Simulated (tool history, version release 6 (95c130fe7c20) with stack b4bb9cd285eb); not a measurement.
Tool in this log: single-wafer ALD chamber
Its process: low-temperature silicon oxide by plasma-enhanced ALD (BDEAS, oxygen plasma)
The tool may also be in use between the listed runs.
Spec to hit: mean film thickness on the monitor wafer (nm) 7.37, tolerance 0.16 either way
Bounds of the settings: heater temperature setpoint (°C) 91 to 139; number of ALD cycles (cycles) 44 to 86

run,hour,heater temperature setpoint (°C),number of ALD cycles (cycles),mean film thickness on the monitor wafer (nm)
1,0,115,65,8.4497
2,6.5,120,65,8.401
3,9.3,120,70,8.9954
4,13.6,120,77,9.9657
5,22.1,121,74,9.5552
6,26,121,69,8.9261
7,32.6,121,67,8.6748
8,34.3,121,66,8.5587
9,41.4,121,65,8.3411
10,46.4,121,64,8.2377
11,47.6,121,63,8.118
12,55.8,121,62,8.0176
13,61.4,121,61,7.8719
14,69.6,121,60,7.7815

Which one of the following 4 next-run settings gets every result inside its allowed miss? There is exactly one.
A,77.8,137,64,?
B,77.8,125,61,?
C,77.8,116,60,?
D,77.8,127,58,?

move,mean film thickness on the monitor wafer (nm)
A,7.9868
B,7.7794
C,7.775
D,7.3703
A: lands further from the targets than the last run did
B: neither nearer nor further off than the last run
C: neither nearer nor further off than the last run
D: every result within its allowed miss
The right move is D.

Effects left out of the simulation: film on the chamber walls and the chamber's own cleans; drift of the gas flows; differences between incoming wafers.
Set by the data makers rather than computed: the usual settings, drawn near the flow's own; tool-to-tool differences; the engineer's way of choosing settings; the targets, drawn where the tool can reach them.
